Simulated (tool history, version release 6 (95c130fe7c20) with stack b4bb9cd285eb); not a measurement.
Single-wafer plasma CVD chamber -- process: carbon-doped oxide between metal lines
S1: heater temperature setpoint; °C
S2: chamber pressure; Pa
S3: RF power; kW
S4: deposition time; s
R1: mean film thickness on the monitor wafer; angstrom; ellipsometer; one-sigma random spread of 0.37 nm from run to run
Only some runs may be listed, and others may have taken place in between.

| run | day | S1 | S2 | S3 | S4 | R1 |
|---|---|---|---|---|---|---|
| 1 | 0.000 | 370 | 741 | 0.575 | 14.9 | 807.72 |
| 2 | 0.117 | 370 | 667 | 0.575 | 14.9 | 799.69 |
| 3 | 0.246 | 370 | 584 | 0.575 | 14.9 | 791.46 |
| 4 | 0.317 | 368 | 615 | 0.610 | 14.9 | 816.43 |
| 5 | 0.371 | 368 | 615 | 0.535 | 14.9 | 765.84 |
| 6 | 0.692 | 367 | 653 | 0.585 | 14.9 | 808.35 |
| 7 | 0.742 | 366 | 689 | 0.620 | 14.9 | 838.27 |

Predict the results of run 8:
| 8 | 0.821 | 365 | 719 | 0.650 | 14.9 | ? |

{"run 8": {"R1": 866.46}}

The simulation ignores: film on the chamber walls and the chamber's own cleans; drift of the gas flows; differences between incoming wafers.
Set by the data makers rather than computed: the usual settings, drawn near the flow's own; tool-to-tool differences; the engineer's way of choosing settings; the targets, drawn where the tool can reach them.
